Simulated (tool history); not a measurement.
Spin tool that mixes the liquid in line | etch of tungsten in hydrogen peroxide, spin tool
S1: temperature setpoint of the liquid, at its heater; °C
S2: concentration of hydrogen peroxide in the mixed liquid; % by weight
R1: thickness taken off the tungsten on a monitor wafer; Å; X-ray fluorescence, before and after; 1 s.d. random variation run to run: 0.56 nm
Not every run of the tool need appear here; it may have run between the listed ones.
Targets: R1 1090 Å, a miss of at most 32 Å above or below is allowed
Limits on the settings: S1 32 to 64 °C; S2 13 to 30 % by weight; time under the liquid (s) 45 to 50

{"run": 1, "day": 0.0, "S1": 48, "S2": 25, "time under the liquid (s)": 45, "R1": 1311.4}
{"run": 2, "day": 0.192, "S1": 52, "S2": 25, "time under the liquid (s)": 45, "R1": 1678.1}
{"run": 3, "day": 0.408, "S1": 52, "S2": 25, "time under the liquid (s)": 45, "R1": 1665.4}
{"run": 4, "day": 0.629, "S1": 52, "S2": 28.5, "time under the liquid (s)": 45, "R1": 1780}
{"run": 5, "day": 0.779, "S1": 50, "S2": 28.5, "time under the liquid (s)": 45, "R1": 1580.9}
{"run": 6, "day": 0.908, "S1": 48.5, "S2": 28.5, "time under the liquid (s)": 45, "R1": 1444.5}
{"run": 7, "day": 0.983, "S1": 43, "S2": 28.5, "time under the liquid (s)": 45, "R1": 1010.8}
{"run": 8, "day": 1.046, "S1": 43.5, "S2": 28.5, "time under the liquid (s)": 45, "R1": 1054.3}

Which single option among these 5 for the next run brings every result within its allowed miss of target? Just one does.
{"run": "A", "day": 1.108, "S1": 41.5, "S2": 27.5, "time under the liquid (s)": 50, "R1": "?"}
{"run": "B", "day": 1.108, "S1": 44.5, "S2": 25.5, "time under the liquid (s)": 50, "R1": "?"}
{"run": "C", "day": 1.108, "S1": 43, "S2": 25.5, "time under the liquid (s)": 50, "R1": "?"}
{"run": "D", "day": 1.108, "S1": 43, "S2": 29, "time under the liquid (s)": 45, "R1": "?"}
{"run": "E", "day": 1.108, "S1": 43, "S2": 28, "time under the liquid (s)": 45, "R1": "?"}

move=A R1=1019.5
move=B R1=1189
move=C R1=1080.9
move=D R1=1037.4
move=E R1=1019.4
A: the biggest miss grows against the last run
B: moves the result that the last run missed by most past its target, out the other side
C: all results in spec
D: the biggest miss grows against the last run
E: the biggest miss grows against the last run
The move that meets every target is C.

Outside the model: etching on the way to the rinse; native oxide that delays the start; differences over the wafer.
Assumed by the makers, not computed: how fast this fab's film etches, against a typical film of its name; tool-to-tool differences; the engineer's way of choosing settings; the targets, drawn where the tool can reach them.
